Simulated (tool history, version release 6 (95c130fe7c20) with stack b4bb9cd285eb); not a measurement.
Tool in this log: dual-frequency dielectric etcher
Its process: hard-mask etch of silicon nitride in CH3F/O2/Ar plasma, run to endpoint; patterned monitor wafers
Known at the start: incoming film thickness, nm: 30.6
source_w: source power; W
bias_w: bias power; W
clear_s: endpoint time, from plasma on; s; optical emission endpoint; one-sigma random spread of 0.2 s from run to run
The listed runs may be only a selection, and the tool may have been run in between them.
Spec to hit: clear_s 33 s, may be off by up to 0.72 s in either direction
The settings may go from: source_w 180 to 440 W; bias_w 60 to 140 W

run 1 hour=0 | source_w=310 bias_w=100 | clear_s=42.05
run 2 hour=7.3 | source_w=350 bias_w=109 | clear_s=38.89
run 3 hour=15.5 | source_w=390 bias_w=109 | clear_s=37.085
run 4 hour=16.9 | source_w=410 bias_w=114 | clear_s=35.387
run 5 hour=19.4 | source_w=410 bias_w=129 | clear_s=33.741
run 6 hour=21.8 | source_w=410 bias_w=119 | clear_s=35.034
run 7 hour=24.5 | source_w=420 bias_w=122 | clear_s=34.712
run 8 hour=31.7 | source_w=430 bias_w=125 | clear_s=33.768

Next run, 5 choices. One meets every target within its allowed miss, the rest don't. Which?
run A hour=38.9 | source_w=420 bias_w=136 | clear_s=?
run B hour=38.9 | source_w=400 bias_w=113 | clear_s=?
run C hour=38.9 | source_w=440 bias_w=117 | clear_s=?
run D hour=38.9 | source_w=410 bias_w=121 | clear_s=?
run E hour=38.9 | source_w=420 bias_w=120 | clear_s=?

move=A clear_s=32.748
move=B clear_s=35.898
move=C clear_s=34.005
move=D clear_s=34.607
move=E clear_s=34.359
A: every result lands within tolerance
B: moves away from the targets compared with the last run
C: moves away from the targets compared with the last run
D: moves away from the targets compared with the last run
E: moves away from the targets compared with the last run
So the answer is move A, the one that meets all the targets.
